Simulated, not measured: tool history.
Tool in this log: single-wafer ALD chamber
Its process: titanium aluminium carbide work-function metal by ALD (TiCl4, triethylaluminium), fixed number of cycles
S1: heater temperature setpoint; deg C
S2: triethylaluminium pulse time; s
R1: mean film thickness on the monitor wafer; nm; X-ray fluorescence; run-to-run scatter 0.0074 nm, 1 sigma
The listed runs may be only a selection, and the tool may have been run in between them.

run,day,S1,S2,R1
1,0.000,300,12.08,2.1812
2,0.238,295,11.63,2.1395
3,0.567,291,10.97,2.0947
4,0.675,291,13.48,2.1391
5,0.817,288,12.61,2.0911
6,0.979,286,12.16,2.0631
7,1.146,284,11.89,2.0467

What does the tool deliver on the next run?
8,1.475,282,11.59,?

R1: 2.0298 nm

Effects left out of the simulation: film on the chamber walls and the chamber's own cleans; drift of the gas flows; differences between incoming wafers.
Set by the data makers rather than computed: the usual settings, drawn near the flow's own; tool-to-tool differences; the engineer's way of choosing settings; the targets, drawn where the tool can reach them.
